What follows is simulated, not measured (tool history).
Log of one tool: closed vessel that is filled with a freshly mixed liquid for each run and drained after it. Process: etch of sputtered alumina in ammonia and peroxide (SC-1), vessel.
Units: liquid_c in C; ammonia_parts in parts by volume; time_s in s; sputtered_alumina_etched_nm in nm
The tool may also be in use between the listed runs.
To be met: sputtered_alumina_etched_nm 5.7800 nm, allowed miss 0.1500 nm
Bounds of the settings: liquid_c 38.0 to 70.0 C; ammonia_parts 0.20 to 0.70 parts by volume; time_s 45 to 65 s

Run 1, hour 0.0: liquid_c 54.0 C, ammonia_parts 0.40 parts by volume, time_s 65 s. Result: sputtered_alumina_etched_nm 3.5960 nm.
Run 2, hour 4.0: liquid_c 47.5 C, ammonia_parts 0.40 parts by volume, time_s 65 s. Result: sputtered_alumina_etched_nm 2.5050 nm.
Run 3, hour 5.5: liquid_c 47.5 C, ammonia_parts 0.30 parts by volume, time_s 65 s. Result: sputtered_alumina_etched_nm 2.4405 nm.
Run 4, hour 10.2: liquid_c 51.0 C, ammonia_parts 0.30 parts by volume, time_s 65 s. Result: sputtered_alumina_etched_nm 2.9696 nm.
Run 5, hour 18.8: liquid_c 53.5 C, ammonia_parts 0.30 parts by volume, time_s 65 s. Result: sputtered_alumina_etched_nm 3.4086 nm.
Run 6, hour 22.0: liquid_c 53.5 C, ammonia_parts 0.35 parts by volume, time_s 65 s. Result: sputtered_alumina_etched_nm 3.4075 nm.
Run 7, hour 27.6: liquid_c 55.5 C, ammonia_parts 0.35 parts by volume, time_s 65 s. Result: sputtered_alumina_etched_nm 3.8550 nm.
Run 8, hour 34.7: liquid_c 57.0 C, ammonia_parts 0.35 parts by volume, time_s 65 s. Result: sputtered_alumina_etched_nm 4.1431 nm.
Run 9, hour 41.2: liquid_c 64.5 C, ammonia_parts 0.35 parts by volume, time_s 65 s. Result: sputtered_alumina_etched_nm 6.1061 nm.
Run 10, hour 45.8: liquid_c 64.0 C, ammonia_parts 0.35 parts by volume, time_s 65 s. Result: sputtered_alumina_etched_nm 5.9474 nm.

Which of these 4 next moves meets every target?
Run A, hour 50.4: liquid_c 63.0 C, ammonia_parts 0.40 parts by volume, time_s 65 s. Result: sputtered_alumina_etched_nm ?.
Run B, hour 50.4: liquid_c 64.5 C, ammonia_parts 0.40 parts by volume, time_s 65 s. Result: sputtered_alumina_etched_nm ?.
Run C, hour 50.4: liquid_c 65.0 C, ammonia_parts 0.30 parts by volume, time_s 65 s. Result: sputtered_alumina_etched_nm ?.
Run D, hour 50.4: liquid_c 64.0 C, ammonia_parts 0.50 parts by volume, time_s 65 s. Result: sputtered_alumina_etched_nm ?.

move  sputtered_alumina_etched_nm
   A                       5.6967
   B                       6.1408
   C                       6.1267
   D                       6.1169
A: meets every target
B: further off than the last run
C: further off than the last run
D: further off than the last run
The right move is A.
